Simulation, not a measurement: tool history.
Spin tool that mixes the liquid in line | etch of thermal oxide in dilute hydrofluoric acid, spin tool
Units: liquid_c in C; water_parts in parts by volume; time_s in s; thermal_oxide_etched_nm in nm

| run | day | liquid_c | water_parts | time_s | thermal_oxide_etched_nm |
|---|---|---|---|---|---|
| 1 | 0.000 | 24.0 | 280 | 260 | 3.7415 |
| 2 | 0.225 | 24.0 | 280 | 260 | 3.7865 |
| 3 | 0.479 | 25.0 | 280 | 260 | 3.9426 |
| 4 | 0.762 | 26.0 | 280 | 260 | 3.9861 |
| 5 | 1.004 | 26.5 | 275 | 260 | 4.1432 |
| 6 | 1.312 | 27.0 | 270 | 260 | 4.3144 |

Forecast run 7:
| 7 | 1.621 | 27.5 | 270 | 260 | ? |

thermal_oxide_etched_nm: 4.4378 nm

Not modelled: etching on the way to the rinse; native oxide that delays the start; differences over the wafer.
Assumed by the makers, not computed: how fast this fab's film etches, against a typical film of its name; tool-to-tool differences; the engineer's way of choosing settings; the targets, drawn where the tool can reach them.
